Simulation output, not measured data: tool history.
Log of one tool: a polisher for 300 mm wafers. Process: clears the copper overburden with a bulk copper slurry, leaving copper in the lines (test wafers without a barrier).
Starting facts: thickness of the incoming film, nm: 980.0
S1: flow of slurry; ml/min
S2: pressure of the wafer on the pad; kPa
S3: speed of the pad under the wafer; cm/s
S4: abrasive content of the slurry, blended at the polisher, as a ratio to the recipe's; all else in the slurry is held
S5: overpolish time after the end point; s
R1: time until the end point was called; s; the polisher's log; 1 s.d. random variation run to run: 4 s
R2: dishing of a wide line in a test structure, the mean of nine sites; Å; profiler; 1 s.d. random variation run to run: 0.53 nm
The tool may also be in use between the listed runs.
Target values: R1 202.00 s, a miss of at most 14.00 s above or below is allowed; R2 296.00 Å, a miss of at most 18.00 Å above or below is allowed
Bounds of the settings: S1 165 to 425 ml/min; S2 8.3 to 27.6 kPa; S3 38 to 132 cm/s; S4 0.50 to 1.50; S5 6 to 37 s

Run 1, hour 0.0: S1 275 ml/min, S2 17.9 kPa, S3 84 cm/s, S4 1.00, S5 19 s. Result: R1 124.91 s, R2 891.01 Å.
Run 2, hour 5.5: S1 275 ml/min, S2 16.5 kPa, S3 84 cm/s, S4 1.00, S5 17 s. Result: R1 137.75 s, R2 766.00 Å.
Run 3, hour 12.7: S1 275 ml/min, S2 15.2 kPa, S3 84 cm/s, S4 1.00, S5 15 s. Result: R1 147.67 s, R2 661.73 Å.
Run 4, hour 14.3: S1 275 ml/min, S2 13.8 kPa, S3 84 cm/s, S4 1.00, S5 14 s. Result: R1 165.80 s, R2 584.08 Å.
Run 5, hour 18.3: S1 275 ml/min, S2 13.8 kPa, S3 84 cm/s, S4 0.85, S5 14 s. Result: R1 162.02 s, R2 567.80 Å.
Run 6, hour 19.3: S1 275 ml/min, S2 13.8 kPa, S3 84 cm/s, S4 0.85, S5 7 s. Result: R1 161.63 s, R2 315.58 Å.
Run 7, hour 21.8: S1 275 ml/min, S2 13.1 kPa, S3 84 cm/s, S4 0.85, S5 7 s. Result: R1 171.36 s, R2 290.83 Å.
Run 8, hour 27.5: S1 275 ml/min, S2 12.4 kPa, S3 84 cm/s, S4 0.85, S5 7 s. Result: R1 179.58 s, R2 287.28 Å.

Consider the 5 candidate settings below. Which is the only one whose results all fall within their allowed miss of target?
Run A, hour 33.2: S1 230 ml/min, S2 15.2 kPa, S3 70 cm/s, S4 0.80, S5 6 s. Result: R1 ?, R2 ?.
Run B, hour 33.2: S1 250 ml/min, S2 13.1 kPa, S3 82 cm/s, S4 0.90, S5 7 s. Result: R1 ?, R2 ?.
Run C, hour 33.2: S1 270 ml/min, S2 10.3 kPa, S3 104 cm/s, S4 1.00, S5 7 s. Result: R1 ?, R2 ?.
Run D, hour 33.2: S1 330 ml/min, S2 12.4 kPa, S3 94 cm/s, S4 0.85, S5 6 s. Result: R1 ?, R2 ?.
Run E, hour 33.2: S1 285 ml/min, S2 13.1 kPa, S3 68 cm/s, S4 1.00, S5 8 s. Result: R1 ?, R2 ?.

move      R1      R2
   A  187.54  253.16
   B  180.62  299.28
   C  175.48  303.20
   D  164.29  283.06
   E  210.29  294.35
A: its largest miss is bigger than the last run's
B: no nearer and no further than the last run
C: its largest miss is bigger than the last run's
D: its largest miss is bigger than the last run's
E: every result within its allowed miss
E meets every target.

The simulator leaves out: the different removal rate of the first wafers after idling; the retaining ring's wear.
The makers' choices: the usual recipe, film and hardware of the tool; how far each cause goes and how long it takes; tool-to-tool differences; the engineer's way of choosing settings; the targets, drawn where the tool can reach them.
